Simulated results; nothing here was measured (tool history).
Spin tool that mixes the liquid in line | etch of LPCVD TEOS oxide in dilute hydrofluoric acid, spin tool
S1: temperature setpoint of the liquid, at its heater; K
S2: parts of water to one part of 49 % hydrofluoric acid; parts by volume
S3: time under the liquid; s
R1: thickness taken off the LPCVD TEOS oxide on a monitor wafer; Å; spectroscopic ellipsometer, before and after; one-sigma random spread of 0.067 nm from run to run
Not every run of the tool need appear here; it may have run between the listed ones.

run	hour	S1	S2	S3	R1
1	0.0	297.15	220	130	95.088
2	4.9	299.65	205	130	112.570
3	10.0	302.65	205	130	126.060
4	12.5	302.65	205	140	135.600
5	21.5	303.15	200	140	141.790
6	29.3	303.65	195	140	149.590
7	32.2	304.15	190	140	156.880

Run 8 comes next. What will it give?
8	40.5	304.65	190	140	?

R1: 159.360 Å
